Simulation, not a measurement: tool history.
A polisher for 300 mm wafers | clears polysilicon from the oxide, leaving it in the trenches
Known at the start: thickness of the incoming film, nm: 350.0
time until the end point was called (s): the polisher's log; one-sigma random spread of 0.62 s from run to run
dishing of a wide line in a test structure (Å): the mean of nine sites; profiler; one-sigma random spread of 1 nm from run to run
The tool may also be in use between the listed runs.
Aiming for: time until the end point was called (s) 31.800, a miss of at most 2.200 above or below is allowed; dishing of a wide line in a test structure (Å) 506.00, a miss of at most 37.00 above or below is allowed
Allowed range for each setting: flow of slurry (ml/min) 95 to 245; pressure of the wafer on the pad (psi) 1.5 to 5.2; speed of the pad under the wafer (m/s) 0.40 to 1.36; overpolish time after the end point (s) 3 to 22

run  hour  flow of slurry (ml/min)  pressure of the wafer on the pad (psi)  speed of the pad under the wafer (m/s)  overpolish time after the end point (s)  time until the end point was called (s)  dishing of a wide line in a test structure (Å)
  1   0.0                      155                                     3.3                                    0.88                                       11                                   20.937                                          521.03
  2   1.5                      155                                     3.3                                    0.88                                        8                                   21.767                                          496.63
  3   2.8                      155                                     3.3                                    0.88                                        5                                   21.577                                          408.34
  4   9.4                      155                                     3.8                                    0.88                                        5                                   18.809                                          437.45
  5  18.2                      120                                     3.8                                    0.88                                        5                                   19.927                                          443.10
  6  18.9                      120                                     3.8                                    1.08                                        5                                   15.557                                          484.44
  7  25.4                      120                                     3.5                                    1.06                                        6                                   17.407                                          488.84
  8  29.2                      120                                     3.2                                    1.06                                        6                                   17.779                                          476.95
  9  31.4                      120                                     3.0                                    1.02                                        7                                   20.512                                          496.31
 10  35.8                      120                                     2.8                                    1.02                                        7                                   20.834                                          459.91
 11  39.5                      120                                     2.8                                    1.02                                        7                                   20.746                                          483.13
 12  41.5                      120                                     2.6                                    1.00                                        8                                   22.656                                          489.79
 13  42.7                      120                                     2.5                                    0.98                                        8                                   22.906                                          469.84
 14  44.0                      120                                     2.4                                    0.96                                        9                                   24.388                                          476.58
 15  51.9                      120                                     2.3                                    0.94                                       10                                   26.150                                          481.79

Next run, 4 choices. One meets every target within its allowed miss, the rest don't. Which?
  A  59.8                      120                                     2.1                                    0.80                                       13                                        ?                                               ?
  B  59.8                      115                                     2.0                                    0.86                                        8                                        ?                                               ?
  C  59.8                      175                                     2.4                                    1.08                                       11                                        ?                                               ?
  D  59.8                      135                                     2.4                                    0.88                                        8                                        ?                                               ?

move  time until the end point was called (s)  dishing of a wide line in a test structure (Å)
   A                                   30.931                                          487.35
   B                                   29.775                                          432.58
   C                                   20.565                                          504.04
   D                                   25.764                                          453.56
A: every result lands within tolerance
B: brings the result that was furthest off to its target, and leaves another outside
C: lands further from the targets than the last run did
D: lands further from the targets than the last run did
Move A is the one to make.
